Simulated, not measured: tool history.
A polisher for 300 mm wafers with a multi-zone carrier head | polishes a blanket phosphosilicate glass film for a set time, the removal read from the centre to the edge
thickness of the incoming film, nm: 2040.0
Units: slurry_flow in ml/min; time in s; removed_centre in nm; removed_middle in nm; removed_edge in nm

run 1 hour=0 | slurry_flow=285 centre_zone=1 middle_zone=1 edge_zone=1 slurry_solids=1 time=66 | removed_centre=401.09 removed_middle=409.86 removed_edge=417.31
run 2 hour=5.2 | slurry_flow=285 centre_zone=1 middle_zone=1 edge_zone=1.06 slurry_solids=1 time=66 | removed_centre=411.56 removed_middle=414.87 removed_edge=423.95
run 3 hour=6 | slurry_flow=285 centre_zone=1 middle_zone=1 edge_zone=1.06 slurry_solids=1 time=52 | removed_centre=321.44 removed_middle=323.15 removed_edge=331.13
run 4 hour=9.8 | slurry_flow=285 centre_zone=1 middle_zone=1 edge_zone=1.06 slurry_solids=0.8 time=52 | removed_centre=279.17 removed_middle=275.85 removed_edge=292.76
run 5 hour=10.8 | slurry_flow=285 centre_zone=0.97 middle_zone=1.02 edge_zone=1.04 slurry_solids=0.7 time=51 | removed_centre=235.33 removed_middle=249.45 removed_edge=250.28
run 6 hour=17.1 | slurry_flow=280 centre_zone=0.93 middle_zone=1 edge_zone=1.03 slurry_solids=0.7 time=51 | removed_centre=227.8 removed_middle=244.35 removed_edge=243.67
run 7 hour=18.3 | slurry_flow=270 centre_zone=0.9 middle_zone=1 edge_zone=1.06 slurry_solids=0.65 time=51 | removed_centre=204.76 removed_middle=222.99 removed_edge=238.16

Forecast run 8:
run 8 hour=21.9 | slurry_flow=230 centre_zone=0.84 middle_zone=1.07 edge_zone=1 slurry_solids=0.55 time=50 | removed_centre=? removed_middle=? removed_edge=?

removed_centre: 153.1 nm
removed_middle: 197 nm
removed_edge: 188.22 nm
